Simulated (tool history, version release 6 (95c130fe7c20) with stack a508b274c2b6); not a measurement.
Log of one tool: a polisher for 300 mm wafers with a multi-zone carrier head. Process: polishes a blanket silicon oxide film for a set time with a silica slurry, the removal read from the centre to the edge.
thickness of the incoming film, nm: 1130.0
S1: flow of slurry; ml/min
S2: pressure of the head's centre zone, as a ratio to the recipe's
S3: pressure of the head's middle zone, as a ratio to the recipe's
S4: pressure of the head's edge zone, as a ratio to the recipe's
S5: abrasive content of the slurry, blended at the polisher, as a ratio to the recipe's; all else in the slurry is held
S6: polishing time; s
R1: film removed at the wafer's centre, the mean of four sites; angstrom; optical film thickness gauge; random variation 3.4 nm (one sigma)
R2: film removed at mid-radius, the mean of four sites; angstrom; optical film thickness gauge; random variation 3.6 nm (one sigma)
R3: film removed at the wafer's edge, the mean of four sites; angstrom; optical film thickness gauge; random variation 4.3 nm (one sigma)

Run 1, hour 0.0: S1 170 ml/min, S2 1.00, S3 1.00, S4 1.00, S5 1.00, S6 89 s. Result: R1 2280.4 angstrom, R2 2418.0 angstrom, R3 2394.0 angstrom.
Run 2, hour 1.9: S1 180 ml/min, S2 1.01, S3 0.99, S4 1.05, S5 1.10, S6 89 s. Result: R1 2364.7 angstrom, R2 2424.6 angstrom, R3 2487.9 angstrom.
Run 3, hour 7.5: S1 180 ml/min, S2 1.01, S3 0.98, S4 1.07, S5 1.25, S6 90 s. Result: R1 2485.1 angstrom, R2 2558.2 angstrom, R3 2639.9 angstrom.
Run 4, hour 12.5: S1 185 ml/min, S2 1.01, S3 0.97, S4 1.09, S5 1.30, S6 91 s. Result: R1 2535.7 angstrom, R2 2628.7 angstrom, R3 2697.9 angstrom.
Run 5, hour 17.6: S1 185 ml/min, S2 1.01, S3 0.97, S4 1.09, S5 1.10, S6 91 s. Result: R1 2407.0 angstrom, R2 2479.2 angstrom, R3 2630.4 angstrom.
Run 6, hour 20.0: S1 185 ml/min, S2 1.01, S3 0.97, S4 1.06, S5 1.10, S6 91 s. Result: R1 2372.0 angstrom, R2 2456.2 angstrom, R3 2658.9 angstrom.
Run 7, hour 27.0: S1 200 ml/min, S2 1.03, S3 0.98, S4 1.06, S5 1.15, S6 92 s. Result: R1 2541.4 angstrom, R2 2602.0 angstrom, R3 2612.4 angstrom.

Run 8 comes next. What will it give?
Run 8, hour 30.9: S1 200 ml/min, S2 1.03, S3 0.98, S4 1.06, S5 1.15, S6 92 s. Result: R1 ?, R2 ?, R3 ?.

R1: 2564.1 angstrom
R2: 2550.4 angstrom
R3: 2655.7 angstrom

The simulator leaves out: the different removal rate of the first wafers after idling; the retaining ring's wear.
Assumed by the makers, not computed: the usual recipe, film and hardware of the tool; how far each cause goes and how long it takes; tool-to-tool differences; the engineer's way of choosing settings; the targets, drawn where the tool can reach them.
